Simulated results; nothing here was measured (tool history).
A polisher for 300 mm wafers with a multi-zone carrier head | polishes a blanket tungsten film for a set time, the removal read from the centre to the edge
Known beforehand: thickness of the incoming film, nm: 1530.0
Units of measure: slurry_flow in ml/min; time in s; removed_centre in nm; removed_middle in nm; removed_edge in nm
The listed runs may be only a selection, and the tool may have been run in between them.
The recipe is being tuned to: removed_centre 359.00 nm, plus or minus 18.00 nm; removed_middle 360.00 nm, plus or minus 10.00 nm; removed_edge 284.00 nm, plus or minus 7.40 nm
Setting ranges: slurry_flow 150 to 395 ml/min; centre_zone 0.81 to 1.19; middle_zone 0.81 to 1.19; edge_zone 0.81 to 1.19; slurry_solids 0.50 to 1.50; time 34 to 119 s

| run | day | slurry_flow | centre_zone | middle_zone | edge_zone | slurry_solids | time | removed_centre | removed_middle | removed_edge |
|---|---|---|---|---|---|---|---|---|---|---|
| 1 | 0.000 | 250 | 1.00 | 1.00 | 1.00 | 1.00 | 76 | 255.27 | 262.86 | 253.42 |
| 2 | 0.275 | 275 | 1.06 | 1.06 | 0.99 | 1.10 | 77 | 284.31 | 291.85 | 261.03 |
| 3 | 0.475 | 295 | 1.10 | 1.10 | 1.00 | 1.20 | 77 | 305.03 | 305.01 | 269.96 |
| 4 | 0.562 | 240 | 1.10 | 1.10 | 1.00 | 1.20 | 77 | 297.29 | 302.29 | 260.28 |
| 5 | 0.838 | 270 | 1.10 | 1.10 | 1.00 | 1.20 | 77 | 290.75 | 306.07 | 267.24 |
| 6 | 0.983 | 285 | 1.13 | 1.11 | 0.96 | 1.30 | 78 | 325.23 | 318.88 | 270.63 |
| 7 | 1.125 | 295 | 1.14 | 1.14 | 0.95 | 1.35 | 78 | 322.82 | 327.72 | 277.32 |
| 8 | 1.383 | 290 | 1.16 | 1.15 | 0.92 | 1.40 | 79 | 342.73 | 339.58 | 273.39 |
| 9 | 1.467 | 300 | 1.17 | 1.16 | 0.92 | 1.40 | 79 | 338.49 | 337.17 | 272.80 |

Consider the 5 candidate settings below. Which is the only one whose results all fall within their allowed miss of target?
| A | 1.550 | 295 | 1.19 | 1.19 | 0.81 | 1.45 | 81 | ? | ? | ? |
| B | 1.550 | 280 | 1.19 | 1.14 | 0.82 | 1.15 | 84 | ? | ? | ? |
| C | 1.550 | 275 | 1.18 | 1.17 | 0.90 | 1.50 | 83 | ? | ? | ? |
| D | 1.550 | 310 | 1.19 | 1.19 | 0.81 | 1.25 | 83 | ? | ? | ? |
| E | 1.550 | 295 | 1.19 | 1.19 | 0.83 | 1.45 | 81 | ? | ? | ? |

| move | removed_centre | removed_middle | removed_edge |
|---|---|---|---|
| A | 360.31 | 360.75 | 266.02 |
| B | 354.07 | 341.94 | 263.61 |
| C | 365.52 | 364.05 | 286.19 |
| D | 360.12 | 360.36 | 265.42 |
| E | 360.31 | 360.74 | 268.88 |
A: the worst result of the last run now meets its target, but another is out of spec
B: lands further from the targets than the last run did
C: hits every target within its allowed miss
D: the worst result of the last run now meets its target, but another is out of spec
E: the worst result of the last run now meets its target, but another is out of spec
Go with C: it meets all targets.
